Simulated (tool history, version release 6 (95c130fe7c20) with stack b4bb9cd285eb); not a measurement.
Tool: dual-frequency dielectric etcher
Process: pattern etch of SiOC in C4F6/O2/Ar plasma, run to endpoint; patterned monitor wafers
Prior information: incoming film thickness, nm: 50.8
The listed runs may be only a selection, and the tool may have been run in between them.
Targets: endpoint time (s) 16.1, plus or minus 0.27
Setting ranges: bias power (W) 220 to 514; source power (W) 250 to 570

run  hour  bias power (W)  source power (W)  endpoint time (s)
  1     0             367               410             18.873
  2   4.7             414               410             18.174
  3  13.5             355               410              19.02
  4  21.6             355               480             18.025
  5  28.7             355               540              17.12
  6  33.3             372               540             17.011
  7  37.9             372               540              17.05
  8  46.2             391               550             16.658

Exercise: of the 5 proposed moves below, exactly one satisfies all targets within the stated allowed misses. Which move is it?
  A  54.5             354               550                  ?
  B  54.5             440               540                  ?
  C  54.5             387               490                  ?
  D  54.5             405               510                  ?
  E  54.5             386               500                  ?

move  endpoint time (s)
   A             17.142
   B             16.112
   C             17.397
   D             16.898
   E             17.283
A: moves away from the targets compared with the last run
B: every result within its allowed miss
C: moves away from the targets compared with the last run
D: moves away from the targets compared with the last run
E: moves away from the targets compared with the last run
B meets every target.
